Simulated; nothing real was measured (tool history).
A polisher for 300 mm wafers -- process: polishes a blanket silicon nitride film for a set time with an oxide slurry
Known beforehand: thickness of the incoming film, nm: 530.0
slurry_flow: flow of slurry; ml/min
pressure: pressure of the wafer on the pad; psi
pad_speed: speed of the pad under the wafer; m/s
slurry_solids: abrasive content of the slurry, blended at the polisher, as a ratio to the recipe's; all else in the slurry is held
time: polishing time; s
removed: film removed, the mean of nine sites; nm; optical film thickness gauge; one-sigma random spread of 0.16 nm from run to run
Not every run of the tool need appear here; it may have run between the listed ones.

{"run": 1, "hour": 0.0, "slurry_flow": 305, "pressure": 2.4, "pad_speed": 0.98, "slurry_solids": 1, "time": 84, "removed": 32.896}
{"run": 2, "hour": 7.0, "slurry_flow": 230, "pressure": 2.4, "pad_speed": 0.98, "slurry_solids": 1, "time": 84, "removed": 32.597}
{"run": 3, "hour": 13.0, "slurry_flow": 230, "pressure": 2.6, "pad_speed": 0.98, "slurry_solids": 1, "time": 84, "removed": 33.889}
{"run": 4, "hour": 18.6, "slurry_flow": 225, "pressure": 2.3, "pad_speed": 0.98, "slurry_solids": 1, "time": 84, "removed": 31.706}
{"run": 5, "hour": 23.4, "slurry_flow": 225, "pressure": 2.3, "pad_speed": 0.98, "slurry_solids": 1.15, "time": 84, "removed": 33.32}
{"run": 6, "hour": 26.0, "slurry_flow": 225, "pressure": 2, "pad_speed": 0.98, "slurry_solids": 1.15, "time": 84, "removed": 30.53}

What will run 7 give?
{"run": 7, "hour": 31.7, "slurry_flow": 225, "pressure": 1.8, "pad_speed": 0.98, "slurry_solids": 1.15, "time": 84, "removed": "?"}

For run 7 the tool returned removed 28.826 nm.
